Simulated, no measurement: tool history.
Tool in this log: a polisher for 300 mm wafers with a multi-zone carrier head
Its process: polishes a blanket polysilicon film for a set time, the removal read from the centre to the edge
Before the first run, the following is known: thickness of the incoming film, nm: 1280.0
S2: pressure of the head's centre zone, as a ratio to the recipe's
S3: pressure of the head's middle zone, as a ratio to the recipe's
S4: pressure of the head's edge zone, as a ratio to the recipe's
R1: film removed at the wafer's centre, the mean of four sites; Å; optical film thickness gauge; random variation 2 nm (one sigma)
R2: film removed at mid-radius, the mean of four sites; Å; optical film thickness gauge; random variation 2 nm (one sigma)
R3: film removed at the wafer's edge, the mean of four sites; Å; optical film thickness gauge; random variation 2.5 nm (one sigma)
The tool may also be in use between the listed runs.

Run 1, hour 0.0: flow of slurry (ml/min) 290, S2 1.00, S3 1.00, S4 1.00, polishing time (s) 36. Result: R1 3765.8 Å, R2 3707.5 Å, R3 3698.1 Å.
Run 2, hour 2.8: flow of slurry (ml/min) 275, S2 0.96, S3 0.97, S4 1.00, polishing time (s) 36. Result: R1 3563.4 Å, R2 3612.5 Å, R3 3666.7 Å.
Run 3, hour 6.2: flow of slurry (ml/min) 265, S2 0.93, S3 0.94, S4 1.00, polishing time (s) 36. Result: R1 3510.7 Å, R2 3512.2 Å, R3 3704.3 Å.
Run 4, hour 7.8: flow of slurry (ml/min) 335, S2 0.93, S3 0.94, S4 1.00, polishing time (s) 36. Result: R1 3571.7 Å, R2 3568.3 Å, R3 3759.0 Å.
Run 5, hour 11.9: flow of slurry (ml/min) 335, S2 0.93, S3 0.94, S4 1.00, polishing time (s) 42. Result: R1 4147.7 Å, R2 4190.1 Å, R3 4351.8 Å.
Run 6, hour 19.3: flow of slurry (ml/min) 320, S2 0.90, S3 0.93, S4 1.01, polishing time (s) 40. Result: R1 3852.5 Å, R2 3962.7 Å, R3 4181.5 Å.
Run 7, hour 21.7: flow of slurry (ml/min) 270, S2 0.81, S3 0.88, S4 1.09, polishing time (s) 30. Result: R1 2596.6 Å, R2 2750.2 Å, R3 3175.6 Å.
Run 8, hour 30.7: flow of slurry (ml/min) 280, S2 0.82, S3 0.89, S4 1.11, polishing time (s) 30. Result: R1 2593.8 Å, R2 2829.6 Å, R3 3231.3 Å.
Run 9, hour 32.5: flow of slurry (ml/min) 295, S2 0.84, S3 0.89, S4 1.13, polishing time (s) 30. Result: R1 2698.2 Å, R2 2788.8 Å, R3 3237.4 Å.
Run 10, hour 37.1: flow of slurry (ml/min) 300, S2 0.84, S3 0.90, S4 1.14, polishing time (s) 30. Result: R1 2719.6 Å, R2 2840.5 Å, R3 3270.1 Å.

What will run 11 give?
Run 11, hour 39.1: flow of slurry (ml/min) 310, S2 0.84, S3 0.91, S4 1.15, polishing time (s) 30. Result: R1 ?, R2 ?, R3 ?.

{"run 11": {"R1": 2723.9, "R2": 2894.4, "R3": 3310.8}}
